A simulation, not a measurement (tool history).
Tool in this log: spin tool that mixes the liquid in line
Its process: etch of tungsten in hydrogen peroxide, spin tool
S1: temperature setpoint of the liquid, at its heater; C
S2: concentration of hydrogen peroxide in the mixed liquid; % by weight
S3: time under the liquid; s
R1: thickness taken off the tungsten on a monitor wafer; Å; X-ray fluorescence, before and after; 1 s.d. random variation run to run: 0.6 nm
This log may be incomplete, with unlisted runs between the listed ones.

run	hour	S1	S2	S3	R1
1	0	50	24	45	1420.3
2	6	47	24	45	1163.8
3	9.6	47	24	50	1275.4
4	10.6	43	24	50	986.03
5	13.9	41.5	24	50	913.18
6	17.5	41.5	29	50	999.83

Run 7, settings as shown, results not yet in. Your forecast:
7	20.3	34	28.5	50	?

R1: 602.18 Å
